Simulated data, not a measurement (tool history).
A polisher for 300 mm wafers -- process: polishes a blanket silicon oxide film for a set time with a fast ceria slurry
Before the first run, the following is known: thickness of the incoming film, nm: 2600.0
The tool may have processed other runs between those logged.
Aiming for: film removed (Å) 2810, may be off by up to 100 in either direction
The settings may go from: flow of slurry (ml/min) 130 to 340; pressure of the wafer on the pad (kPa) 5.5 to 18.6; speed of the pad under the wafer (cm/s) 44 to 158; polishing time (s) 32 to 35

run,day,flow of slurry (ml/min),pressure of the wafer on the pad (kPa),speed of the pad under the wafer (cm/s),polishing time (s),film removed (Å)
1,0,220,11.7,100,35,3799.2
2,0.121,220,11.7,112,35,4343.7
3,0.354,220,11.7,112,32,3902.3
4,0.562,220,11,112,32,3659.4
5,0.65,265,11,112,32,3785.3
6,0.825,265,10.3,112,32,3521.9
7,1.079,265,9.7,112,32,3347.1
8,1.117,265,9,112,32,3084.1
9,1.162,260,7.6,112,32,2631.8
10,1.462,265,7.6,112,32,2657.8
11,1.654,270,7.6,112,32,2625.5

Which single option among these 4 for the next run brings every result within its allowed miss of target? Just one does.
A,1.846,250,7.6,106,34,?
B,1.846,200,10.3,72,34,?
C,1.846,260,8.3,96,32,?
D,1.846,275,7.6,116,33,?

move,film removed (Å)
A,2616.5
B,2342.4
C,2437.2
D,2801.2
A: as far off as the last run
B: misses by more than the last run did
C: misses by more than the last run did
D: every result within its allowed miss
The move that meets every target is D.
